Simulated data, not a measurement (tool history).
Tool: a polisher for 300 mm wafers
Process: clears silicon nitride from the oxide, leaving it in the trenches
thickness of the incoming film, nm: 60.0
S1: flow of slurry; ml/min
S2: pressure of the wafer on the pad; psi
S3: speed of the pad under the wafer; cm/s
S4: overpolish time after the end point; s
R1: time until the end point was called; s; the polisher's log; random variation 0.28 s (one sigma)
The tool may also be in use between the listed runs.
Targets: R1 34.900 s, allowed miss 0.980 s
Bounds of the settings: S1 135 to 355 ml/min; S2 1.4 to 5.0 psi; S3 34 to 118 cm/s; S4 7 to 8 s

run,day,S1,S2,S3,S4,R1
1,0.000,225,3.2,76,8,64.604
2,0.300,225,3.2,62,8,74.670
3,0.554,230,3.7,66,8,63.438
4,0.800,235,4.1,72,8,53.058
5,1.154,240,4.4,76,8,47.584
6,1.504,240,4.6,80,8,43.740
7,1.762,245,4.7,84,8,41.001
8,1.804,245,4.7,84,8,41.016
9,2.067,245,4.8,86,8,39.623
10,2.325,245,4.9,88,8,38.158
11,2.500,250,4.9,90,8,37.001
12,2.862,250,4.9,90,8,37.150
# day 3.150: slurry nozzle cleaned
13,3.150,270,5.0,92,8,33.326

Which of these 4 next moves meets every target?
A,3.438,260,4.6,102,8,?
B,3.438,230,4.9,86,7,?
C,3.438,285,4.6,90,8,?
D,3.438,345,5.0,84,7,?

move,R1
A,33.355
B,36.631
C,36.591
D,35.156
A: as far off as the last run
B: takes the result that was furthest off past its target
C: takes the result that was furthest off past its target
D: meets every target
Answer: D

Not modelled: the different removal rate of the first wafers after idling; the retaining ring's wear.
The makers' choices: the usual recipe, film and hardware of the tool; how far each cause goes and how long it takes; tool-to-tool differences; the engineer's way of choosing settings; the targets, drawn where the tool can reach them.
